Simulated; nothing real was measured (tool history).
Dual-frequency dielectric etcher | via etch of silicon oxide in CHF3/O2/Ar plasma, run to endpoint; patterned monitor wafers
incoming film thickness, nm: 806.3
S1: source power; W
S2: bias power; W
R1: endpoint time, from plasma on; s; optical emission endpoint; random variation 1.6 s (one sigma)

run  hour   S1   S2      R1
  1   0.0  800  129  441.21
  2   4.0  800  113  456.54
  3  10.9  800  127  440.56
  4  18.1  700  125  469.47
  5  27.2  640  124  488.08
  6  33.4  700  124  468.50

The next listed run, before its measurement:
  7  35.4  640  123   ?

R1: 492.36 s
